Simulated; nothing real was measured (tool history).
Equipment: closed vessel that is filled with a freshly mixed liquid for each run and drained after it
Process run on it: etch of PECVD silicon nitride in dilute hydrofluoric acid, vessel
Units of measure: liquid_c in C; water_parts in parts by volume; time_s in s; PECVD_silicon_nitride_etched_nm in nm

| run | hour | liquid_c | water_parts | time_s | PECVD_silicon_nitride_etched_nm |
|---|---|---|---|---|---|
| 1 | 0 | 24 | 170 | 880 | 24.562 |
| 2 | 2.4 | 25.5 | 170 | 880 | 26.811 |
| 3 | 5.4 | 25.5 | 200 | 880 | 23.006 |
| 4 | 10.1 | 25.5 | 140 | 880 | 32.754 |
| 5 | 12.5 | 25.5 | 200 | 880 | 22.604 |
| 6 | 18.9 | 25.5 | 225 | 880 | 20.553 |
| 7 | 20.4 | 27 | 215 | 880 | 23.385 |
| 8 | 24.8 | 28 | 205 | 880 | 25.957 |
| 9 | 28.6 | 29 | 195 | 880 | 28.978 |

What does the tool deliver on the next run?
| 10 | 37 | 29.5 | 190 | 880 | ? |

PECVD_silicon_nitride_etched_nm: 31.464 nm

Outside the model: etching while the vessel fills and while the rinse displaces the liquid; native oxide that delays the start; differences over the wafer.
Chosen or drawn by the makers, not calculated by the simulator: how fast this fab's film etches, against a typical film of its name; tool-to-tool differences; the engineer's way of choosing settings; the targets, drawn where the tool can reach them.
